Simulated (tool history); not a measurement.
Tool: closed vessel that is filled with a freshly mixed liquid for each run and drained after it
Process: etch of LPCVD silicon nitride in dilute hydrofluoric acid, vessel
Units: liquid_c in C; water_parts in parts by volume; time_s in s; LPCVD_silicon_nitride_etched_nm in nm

run,hour,liquid_c,water_parts,time_s,LPCVD_silicon_nitride_etched_nm
1,0,20,170,995,2.8506
2,3.9,17.5,170,995,2.4249
3,7.2,19.5,170,995,2.7628
4,11.9,21.5,170,995,3.1266
5,15.8,25,170,995,3.9223
6,25.1,25,115,995,5.819
# hour 31.6: thermometer replaced
7,31.6,23.5,115,995,4.7195

Forecast run 8:
8,38.9,23,115,995,?

Run 8 gave LPCVD_silicon_nitride_etched_nm 4.5626 nm.
